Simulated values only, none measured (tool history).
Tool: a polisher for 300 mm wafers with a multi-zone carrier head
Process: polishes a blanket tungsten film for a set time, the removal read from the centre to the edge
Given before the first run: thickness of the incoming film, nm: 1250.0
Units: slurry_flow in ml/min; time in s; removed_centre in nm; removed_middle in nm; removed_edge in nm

run,hour,slurry_flow,centre_zone,middle_zone,edge_zone,slurry_solids,time,removed_centre,removed_middle,removed_edge
1,0,145,1,1,1,1,68,352.09,356.81,347.93
2,3.8,155,1.01,1.04,1.03,1.05,68,363.05,369.07,370.45
3,10.1,155,0.98,1.04,1.03,1.05,68,352.53,368.93,363.42
4,11.1,155,0.93,1.04,1.03,1.05,68,340.77,375.74,352.51
5,11.8,165,0.94,1.07,1.02,1.15,69,362.63,404.14,379.78
6,19.7,165,0.94,1.07,1.06,1.15,69,364.19,402.92,377.98

Estimate the outcome of run 7 from the log above:
7,28.6,175,0.95,1.1,1.04,1.15,69,?,?,?

For run 7 the tool returned removed_centre 369 nm, removed_middle 417.64 nm, removed_edge 380.74 nm.
